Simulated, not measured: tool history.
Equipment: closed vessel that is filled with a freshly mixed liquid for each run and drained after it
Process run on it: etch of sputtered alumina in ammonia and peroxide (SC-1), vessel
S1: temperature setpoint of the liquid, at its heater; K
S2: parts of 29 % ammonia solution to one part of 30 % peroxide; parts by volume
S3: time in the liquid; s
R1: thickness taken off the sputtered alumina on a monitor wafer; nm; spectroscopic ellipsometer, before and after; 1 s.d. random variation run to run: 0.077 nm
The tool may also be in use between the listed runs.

run  hour      S1    S2   S3       R1
  1   0.0  321.15  0.45  145   9.2125
  2   7.0  315.65  0.45  145   6.7073
  3  14.0  315.65  0.45  155   7.1581
  4  15.2  317.65  0.45  155   8.0017
  5  18.4  319.65  0.45  155   8.9234
  6  21.7  319.65  0.40  155   8.9280
  7  28.6  321.15  0.40  155   9.6533
  8  37.1  322.15  0.40  155  10.3150

Expected results for the next run?
  9  43.4  323.15  0.40  155   ?

{"run 9": {"R1": 10.85}}
